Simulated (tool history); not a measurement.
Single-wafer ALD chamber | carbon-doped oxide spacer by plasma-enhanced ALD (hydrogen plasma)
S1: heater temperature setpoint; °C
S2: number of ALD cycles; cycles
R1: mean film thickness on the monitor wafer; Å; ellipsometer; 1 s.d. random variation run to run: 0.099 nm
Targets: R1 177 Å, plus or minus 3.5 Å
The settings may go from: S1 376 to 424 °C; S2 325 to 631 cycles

run	hour	S1	S2	R1
1	0	400	478	230.99
2	2.2	400	545	259.07
3	8.6	407	545	257.45
4	18.1	408	517	246.51
5	23.9	408	567	269.41
6	29.8	408	536	253.84
7	38	408	509	240.35
# hour 43.9: thermocouple changed; heater temperature recalibrated
8	43.9	409	488	226.6

Below are 5 possible settings for the next run. Only one of them brings all results inside the allowed miss of their targets. Which is it?
A	49.8	408	396	?
B	49.8	405	394	?
C	49.8	411	405	?
D	49.8	410	402	?
E	49.8	413	385	?

move	R1
A	184.51
B	185.42
C	186.81
D	186.06
E	176.39
A: an improvement on the last run, though not all results are within tolerance
B: an improvement on the last run, though not all results are within tolerance
C: an improvement on the last run, though not all results are within tolerance
D: an improvement on the last run, though not all results are within tolerance
E: hits every target within its allowed miss
The move that meets every target is E.
